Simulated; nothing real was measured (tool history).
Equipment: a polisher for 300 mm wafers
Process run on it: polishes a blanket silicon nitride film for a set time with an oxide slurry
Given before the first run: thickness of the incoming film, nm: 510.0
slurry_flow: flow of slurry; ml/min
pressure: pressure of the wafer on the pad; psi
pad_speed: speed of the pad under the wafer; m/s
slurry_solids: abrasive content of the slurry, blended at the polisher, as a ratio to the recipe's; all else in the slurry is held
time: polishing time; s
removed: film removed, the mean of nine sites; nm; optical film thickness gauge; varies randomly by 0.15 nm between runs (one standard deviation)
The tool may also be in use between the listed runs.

Run 1, hour 0.0: slurry_flow 280 ml/min, pressure 3.8 psi, pad_speed 1.16 m/s, slurry_solids 1.0, time 55 s. Result: removed 40.595 nm.
Run 2, hour 7.9: slurry_flow 280 ml/min, pressure 4.4 psi, pad_speed 1.16 m/s, slurry_solids 1.0, time 55 s. Result: removed 46.943 nm.
Run 3, hour 12.8: slurry_flow 280 ml/min, pressure 3.8 psi, pad_speed 1.16 m/s, slurry_solids 1.0, time 55 s. Result: removed 40.610 nm.
Run 4, hour 15.7: slurry_flow 275 ml/min, pressure 3.1 psi, pad_speed 1.12 m/s, slurry_solids 1.0, time 55 s. Result: removed 32.261 nm.
Run 5, hour 21.3: slurry_flow 275 ml/min, pressure 3.1 psi, pad_speed 1.12 m/s, slurry_solids 1.2, time 55 s. Result: removed 34.988 nm.
Run 6, hour 23.4: slurry_flow 275 ml/min, pressure 2.3 psi, pad_speed 1.12 m/s, slurry_solids 1.2, time 55 s. Result: removed 26.279 nm.
Run 7, hour 24.6: slurry_flow 275 ml/min, pressure 2.3 psi, pad_speed 1.12 m/s, slurry_solids 1.2, time 55 s. Result: removed 26.414 nm.
Run 8, hour 31.7: slurry_flow 275 ml/min, pressure 2.3 psi, pad_speed 1.12 m/s, slurry_solids 1.2, time 55 s. Result: removed 26.132 nm.
Run 9, hour 35.6: slurry_flow 275 ml/min, pressure 2.1 psi, pad_speed 1.12 m/s, slurry_solids 1.2, time 55 s. Result: removed 23.934 nm.

For run 10, what comes out?
Run 10, hour 39.4: slurry_flow 275 ml/min, pressure 2.0 psi, pad_speed 1.12 m/s, slurry_solids 1.2, time 55 s. Result: removed ?.

Run 10 came out at removed 23.113 nm.
